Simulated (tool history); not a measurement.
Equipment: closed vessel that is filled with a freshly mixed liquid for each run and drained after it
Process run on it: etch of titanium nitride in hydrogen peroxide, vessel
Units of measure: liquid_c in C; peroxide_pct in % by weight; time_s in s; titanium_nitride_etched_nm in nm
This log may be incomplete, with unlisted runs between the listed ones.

| run | hour | liquid_c | peroxide_pct | time_s | titanium_nitride_etched_nm |
|---|---|---|---|---|---|
| 1 | 0 | 48 | 21 | 245 | 16.813 |
| 2 | 4.8 | 49.5 | 21 | 245 | 18.619 |
| 3 | 9.5 | 51 | 21 | 245 | 20.739 |
| 4 | 10.9 | 52.5 | 21 | 245 | 23.023 |
| 5 | 16.5 | 52.5 | 21 | 260 | 24.608 |
| 6 | 24.9 | 52.5 | 21 | 260 | 24.674 |
| 7 | 29 | 53.5 | 21 | 260 | 26.432 |
| 8 | 30.2 | 54 | 21 | 260 | 27.209 |

Run 9 comes next. What will it give?
| 9 | 36.5 | 54.5 | 21 | 260 | ? |

Run 9 came out at titanium_nitride_etched_nm 28.356 nm.
